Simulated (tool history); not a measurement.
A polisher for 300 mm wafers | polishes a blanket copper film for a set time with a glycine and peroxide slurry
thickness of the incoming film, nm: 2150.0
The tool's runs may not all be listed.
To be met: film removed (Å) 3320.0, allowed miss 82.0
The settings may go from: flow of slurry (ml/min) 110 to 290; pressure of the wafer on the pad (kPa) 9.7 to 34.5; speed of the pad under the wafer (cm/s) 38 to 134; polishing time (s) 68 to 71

run  hour  flow of slurry (ml/min)  pressure of the wafer on the pad (kPa)  speed of the pad under the wafer (cm/s)  polishing time (s)  film removed (Å)
  1   0.0                      185                                    22.1                                       86                  68            3730.0
  2   3.2                      185                                    22.1                                       76                  68            3482.2
  3   7.2                      185                                    18.6                                       76                  68            3041.6
  4   8.4                      185                                    15.2                                       76                  68            2540.7
  5  12.1                      195                                    16.5                                       76                  68            2781.7
  6  14.1                      210                                    17.2                                       76                  68            2883.7
  7  22.9                      220                                    17.9                                       76                  68            2989.6
  8  26.2                      255                                    20.7                                       76                  68            3432.1

Which of these 5 next moves meets every target?
  A  29.5                      215                                    18.6                                       94                  71                 ?
  B  29.5                      280                                    24.1                                       64                  71                 ?
  C  29.5                      290                                    20.7                                       72                  71                 ?
  D  29.5                      270                                    16.5                                       96                  68                 ?
  E  29.5                      290                                    22.1                                       70                  70                 ?

move  film removed (Å)
   A            3690.9
   B            3671.9
   C            3502.2
   D            3350.2
   E            3572.0
A: further off than the last run
B: further off than the last run
C: further off than the last run
D: meets every target
E: further off than the last run
Answer: D
